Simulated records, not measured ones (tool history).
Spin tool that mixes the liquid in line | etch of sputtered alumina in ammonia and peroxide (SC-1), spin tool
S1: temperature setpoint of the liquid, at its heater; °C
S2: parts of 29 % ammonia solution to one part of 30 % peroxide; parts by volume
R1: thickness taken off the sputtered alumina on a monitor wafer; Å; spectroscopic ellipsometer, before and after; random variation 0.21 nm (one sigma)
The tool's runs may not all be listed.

run 1 day=0 | S1=59 S2=0.6 time_under_the_liquid_(s)=270 | R1=218.21
run 2 day=0.058 | S1=60 S2=0.6 time_under_the_liquid_(s)=270 | R1=227.2
run 3 day=0.104 | S1=61 S2=0.6 time_under_the_liquid_(s)=270 | R1=242.14
run 4 day=0.225 | S1=61.5 S2=0.6 time_under_the_liquid_(s)=270 | R1=251.36
run 5 day=0.262 | S1=61.5 S2=0.6 time_under_the_liquid_(s)=290 | R1=266.54
run 6 day=0.5 | S1=65 S2=0.6 time_under_the_liquid_(s)=290 | R1=314.71

Run 7 comes next. What will it give?
run 7 day=0.838 | S1=64 S2=0.6 time_under_the_liquid_(s)=290 | R1=?

R1: 301.73 Å
